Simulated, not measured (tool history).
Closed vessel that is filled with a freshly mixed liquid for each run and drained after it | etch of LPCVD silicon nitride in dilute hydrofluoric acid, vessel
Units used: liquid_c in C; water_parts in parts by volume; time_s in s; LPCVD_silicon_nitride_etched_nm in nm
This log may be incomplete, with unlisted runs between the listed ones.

run  hour  liquid_c  water_parts  time_s  LPCVD_silicon_nitride_etched_nm
  1     0        25           40     985                           10.337
  2     4      23.5           40     985                           9.2636
  3   9.3        27           40     985                           11.666
  4  14.7      23.5           40     985                           9.1794
  5    23      23.5           30     985                           12.299
  6  29.6      21.5           30     985                           10.631

Run 7, settings as shown, results not yet in. Your forecast:
  7  31.1        20           30     985                                ?

Run 7 measured LPCVD_silicon_nitride_etched_nm 9.6725 nm.
